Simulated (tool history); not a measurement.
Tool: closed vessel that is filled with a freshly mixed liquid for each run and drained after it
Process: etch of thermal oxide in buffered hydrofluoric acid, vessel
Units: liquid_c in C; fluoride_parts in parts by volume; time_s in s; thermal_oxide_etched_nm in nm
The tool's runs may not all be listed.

run  hour  liquid_c  fluoride_parts  time_s  thermal_oxide_etched_nm
  1   0.0      22.0              11      90                   81.803
  2   5.3      22.0              11      95                   86.026
  3  13.8      22.5              11      95                   89.858
  4  22.1      26.0              11      95                  106.840
  5  29.0      23.0              11      95                   89.563
  6  31.2      25.5              11      95                  104.230

The next listed run, before its measurement:
  7  39.5      25.0              11      95                        ?

Run 7 gave thermal_oxide_etched_nm 100.400 nm.

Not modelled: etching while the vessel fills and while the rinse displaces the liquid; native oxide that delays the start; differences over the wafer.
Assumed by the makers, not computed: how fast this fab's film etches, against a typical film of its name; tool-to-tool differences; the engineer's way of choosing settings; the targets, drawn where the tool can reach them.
